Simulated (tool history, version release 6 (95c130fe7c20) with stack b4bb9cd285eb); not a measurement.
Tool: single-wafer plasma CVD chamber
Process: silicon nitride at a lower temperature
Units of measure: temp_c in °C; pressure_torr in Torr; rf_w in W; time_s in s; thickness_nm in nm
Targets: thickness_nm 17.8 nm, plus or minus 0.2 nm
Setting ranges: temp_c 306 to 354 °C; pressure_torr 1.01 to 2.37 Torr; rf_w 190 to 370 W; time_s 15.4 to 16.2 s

run,hour,temp_c,pressure_torr,rf_w,time_s,thickness_nm
1,0,330,1.69,280,16.2,19.003
2,8.1,330,1.69,255,16.2,18.16
3,16.1,330,1.67,255,16.2,18.045
4,18.6,330,1.67,215,16.2,16.458
5,21.6,330,1.77,215,16.2,16.624
6,26,330,1.87,215,16.2,16.887
7,35,330,1.94,215,16.2,17.03
8,40.4,330,1.94,215,16.2,17.037
9,44.2,330,2,215,16.2,17.22
10,53.2,330,2.04,215,16.2,17.282
11,55.1,330,2.08,215,16.2,17.333

5 next moves are on the table. One of them brings every result within its allowed miss. Which?
A,57,331,2.05,220,15.9,?
B,57,336,1.92,235,15.8,?
C,57,319,2.07,245,15.4,?
D,57,329,2.01,225,15.5,?
E,57,329,2.02,210,16.2,?

move,thickness_nm
A,17.129
B,17.324
C,17.684
D,16.836
E,16.98
A: the biggest miss grows against the last run
B: neither nearer nor further off than the last run
C: meets every target
D: the biggest miss grows against the last run
E: the biggest miss grows against the last run
The right move is C.

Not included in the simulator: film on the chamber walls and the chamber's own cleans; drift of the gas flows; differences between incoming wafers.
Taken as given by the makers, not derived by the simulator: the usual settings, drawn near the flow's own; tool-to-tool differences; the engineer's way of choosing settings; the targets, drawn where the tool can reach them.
